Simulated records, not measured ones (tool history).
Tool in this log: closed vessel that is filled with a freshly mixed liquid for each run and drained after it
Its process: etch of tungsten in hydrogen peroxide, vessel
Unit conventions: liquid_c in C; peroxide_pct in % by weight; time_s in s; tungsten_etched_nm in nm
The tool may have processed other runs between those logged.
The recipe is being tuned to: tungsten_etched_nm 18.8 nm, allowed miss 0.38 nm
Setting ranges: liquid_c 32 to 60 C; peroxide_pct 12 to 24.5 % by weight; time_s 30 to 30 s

run  hour  liquid_c  peroxide_pct  time_s  tungsten_etched_nm
  1     0        44          16.5      30               35.06
  2   2.2      42.5          16.5      30              32.228
  3   7.4      42.5            14      30              29.497
  4  14.2      41.5            14      30              27.599
  5  18.2      41.5            12      30              25.556
  6  23.6      40.5            12      30              24.018
  7  25.3        40            12      30              23.357
  8  33.9      39.5            12      30              22.567
  9  40.6        39            12      30              21.798
 10    47      38.5            12      30              20.984

Which of these 5 next moves meets every target?
  A  53.4        37          12.5      30                   ?
  B  53.4      36.5          13.5      30                   ?
  C  53.4      36.5          12.5      30                   ?
  D  53.4      34.5          17.5      30                   ?
  E  53.4      37.5            12      30                   ?

move  tungsten_etched_nm
   A              19.378
   B               19.48
   C              18.744
   D              19.397
   E              19.626
A: closes in on the targets versus the last run, not all within tolerance yet
B: closes in on the targets versus the last run, not all within tolerance yet
C: all results in spec
D: closes in on the targets versus the last run, not all within tolerance yet
E: closes in on the targets versus the last run, not all within tolerance yet
Answer: C
